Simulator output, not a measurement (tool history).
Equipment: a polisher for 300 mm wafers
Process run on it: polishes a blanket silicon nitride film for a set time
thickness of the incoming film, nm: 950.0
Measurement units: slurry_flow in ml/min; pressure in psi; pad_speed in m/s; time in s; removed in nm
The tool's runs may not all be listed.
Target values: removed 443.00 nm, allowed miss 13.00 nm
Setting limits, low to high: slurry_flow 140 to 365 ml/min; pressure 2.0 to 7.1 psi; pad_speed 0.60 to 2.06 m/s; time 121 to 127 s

Run 1, hour 0.0: slurry_flow 235 ml/min, pressure 4.5 psi, pad_speed 1.32 m/s, time 121 s. Result: removed 283.97 nm.
Run 2, hour 5.7: slurry_flow 240 ml/min, pressure 5.0 psi, pad_speed 1.32 m/s, time 121 s. Result: removed 307.25 nm.
Run 3, hour 11.7: slurry_flow 240 ml/min, pressure 5.5 psi, pad_speed 1.32 m/s, time 121 s. Result: removed 336.99 nm.
Run 4, hour 17.1: slurry_flow 240 ml/min, pressure 5.0 psi, pad_speed 1.32 m/s, time 121 s. Result: removed 310.43 nm.
Run 5, hour 25.0: slurry_flow 240 ml/min, pressure 5.5 psi, pad_speed 1.32 m/s, time 121 s. Result: removed 341.41 nm.
Run 6, hour 31.7: slurry_flow 240 ml/min, pressure 5.5 psi, pad_speed 1.32 m/s, time 127 s. Result: removed 351.83 nm.
At hour 32.5: worn pad replaced by a new one.
Run 7, hour 32.5: slurry_flow 255 ml/min, pressure 6.7 psi, pad_speed 1.34 m/s, time 127 s. Result: removed 474.50 nm.
Run 8, hour 39.2: slurry_flow 250 ml/min, pressure 6.6 psi, pad_speed 1.34 m/s, time 127 s. Result: removed 473.61 nm.
Run 9, hour 40.1: slurry_flow 250 ml/min, pressure 6.5 psi, pad_speed 1.34 m/s, time 127 s. Result: removed 463.55 nm.

Below are 4 possible settings for the next run. Only one of them brings all results inside the allowed miss of their targets. Which is it?
Run A, hour 41.0: slurry_flow 255 ml/min, pressure 7.1 psi, pad_speed 1.28 m/s, time 127 s. Result: removed ?.
Run B, hour 41.0: slurry_flow 245 ml/min, pressure 5.6 psi, pad_speed 1.64 m/s, time 121 s. Result: removed ?.
Run C, hour 41.0: slurry_flow 245 ml/min, pressure 6.5 psi, pad_speed 1.50 m/s, time 121 s. Result: removed ?.
Run D, hour 41.0: slurry_flow 270 ml/min, pressure 6.2 psi, pad_speed 1.48 m/s, time 127 s. Result: removed ?.

move  removed
   A   491.62
   B   450.82
   C   485.59
   D   486.38
A: the biggest miss grows against the last run
B: every result within its allowed miss
C: the biggest miss grows against the last run
D: the biggest miss grows against the last run
B meets every target.
